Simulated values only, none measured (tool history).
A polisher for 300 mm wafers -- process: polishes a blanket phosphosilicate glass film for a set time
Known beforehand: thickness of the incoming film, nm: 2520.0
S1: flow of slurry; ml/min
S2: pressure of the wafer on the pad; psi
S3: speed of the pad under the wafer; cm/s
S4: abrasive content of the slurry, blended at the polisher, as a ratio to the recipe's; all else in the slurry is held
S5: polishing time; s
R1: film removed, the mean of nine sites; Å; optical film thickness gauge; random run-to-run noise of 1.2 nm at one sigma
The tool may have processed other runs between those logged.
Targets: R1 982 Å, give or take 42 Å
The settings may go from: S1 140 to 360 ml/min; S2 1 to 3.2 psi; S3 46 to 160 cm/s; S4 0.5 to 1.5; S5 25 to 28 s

run 1 hour=0 | S1=230 S2=2.1 S3=102 S4=1 S5=28 | R1=1797
run 2 hour=0.6 | S1=230 S2=1.7 S3=102 S4=1 S5=28 | R1=1582.5
run 3 hour=2.7 | S1=230 S2=2 S3=102 S4=1 S5=28 | R1=1719.5
run 4 hour=11.3 | S1=230 S2=2 S3=128 S4=1 S5=28 | R1=2098.9
run 5 hour=18.1 | S1=230 S2=1.5 S3=128 S4=1 S5=28 | R1=1744.3
run 6 hour=19.5 | S1=230 S2=1.5 S3=128 S4=1.15 S5=28 | R1=1929.1
run 7 hour=24.3 | S1=230 S2=1.3 S3=108 S4=1.1 S5=28 | R1=1503.2
run 8 hour=32 | S1=230 S2=1.2 S3=96 S4=1.1 S5=28 | R1=1301.1
run 9 hour=33.9 | S1=230 S2=1.1 S3=88 S4=1.1 S5=28 | R1=1187.6
run 10 hour=37.3 | S1=230 S2=1.1 S3=88 S4=1.1 S5=28 | R1=1160.2
run 11 hour=41.4 | S1=230 S2=1.1 S3=84 S4=1.1 S5=28 | R1=1114.4
run 12 hour=48 | S1=230 S2=1.1 S3=80 S4=1.1 S5=28 | R1=1079.4
run 13 hour=50.2 | S1=230 S2=1.1 S3=78 S4=1.1 S5=28 | R1=1077

Exactly one of the 5 candidate moves below puts every result within its allowed miss. Which one?
run A hour=52.4 | S1=225 S2=1 S3=84 S4=0.9 S5=27 | R1=?
run B hour=52.4 | S1=205 S2=1 S3=68 S4=1.3 S5=26 | R1=?
run C hour=52.4 | S1=255 S2=1 S3=70 S4=1.25 S5=25 | R1=?
run D hour=52.4 | S1=275 S2=1.4 S3=56 S4=1.15 S5=28 | R1=?
run E hour=52.4 | S1=240 S2=1 S3=70 S4=1.1 S5=26 | R1=?

move=A R1=903.24
move=B R1=912.06
move=C R1=904.85
move=D R1=976.51
move=E R1=870.19
A: the result that was furthest off in the last run now lies on the other side of its target
B: the result that was furthest off in the last run now lies on the other side of its target
C: the result that was furthest off in the last run now lies on the other side of its target
D: each result inside its tolerance
E: the result that was furthest off in the last run now lies on the other side of its target
D is the move that brings every result within its allowed miss.

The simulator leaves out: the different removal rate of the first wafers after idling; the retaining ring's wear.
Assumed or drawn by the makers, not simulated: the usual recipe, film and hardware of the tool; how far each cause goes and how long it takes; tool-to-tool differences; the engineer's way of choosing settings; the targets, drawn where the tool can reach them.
